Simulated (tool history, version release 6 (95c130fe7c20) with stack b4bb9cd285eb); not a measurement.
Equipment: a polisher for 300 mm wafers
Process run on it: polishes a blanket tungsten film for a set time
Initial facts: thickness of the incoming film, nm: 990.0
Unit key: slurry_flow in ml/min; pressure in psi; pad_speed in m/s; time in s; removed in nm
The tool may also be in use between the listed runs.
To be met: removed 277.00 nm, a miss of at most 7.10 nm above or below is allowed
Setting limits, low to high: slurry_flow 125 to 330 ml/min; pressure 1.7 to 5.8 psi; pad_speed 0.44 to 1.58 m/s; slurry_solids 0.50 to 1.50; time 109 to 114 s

run	hour	slurry_flow	pressure	pad_speed	slurry_solids	time	removed
1	0.0	210	3.7	1.00	1.00	109	435.96
2	8.1	210	3.7	1.00	1.00	114	456.10
3	15.6	205	3.3	1.00	1.00	114	400.47
4	23.5	195	3.1	1.00	1.00	114	377.77
5	28.1	195	3.1	1.00	1.00	114	377.37
6	33.2	195	3.1	1.00	0.85	114	365.01
7	34.0	190	2.9	1.00	0.85	114	340.22
8	35.2	185	2.8	1.00	0.85	114	329.95
9	43.8	165	2.1	1.00	0.85	114	247.99
10	51.7	180	2.1	1.00	0.85	114	244.85
11	54.8	180	2.6	1.00	0.85	114	307.08
12	57.6	180	2.5	1.00	0.85	114	294.56

Pick the move, out of 4, that brings all results within their allowed miss; only one does.
A	60.4	170	2.8	1.08	0.60	114	?
B	60.4	195	2.5	0.92	0.95	114	?
C	60.4	130	2.5	0.94	0.90	109	?
D	60.4	160	2.4	0.92	0.95	114	?

move	removed
A	326.85
B	278.50
C	254.87
D	261.36
A: further off than the last run
B: all results in spec
C: takes the biggest miss from the last run beyond its target
D: takes the biggest miss from the last run beyond its target
Move B is the one to make.
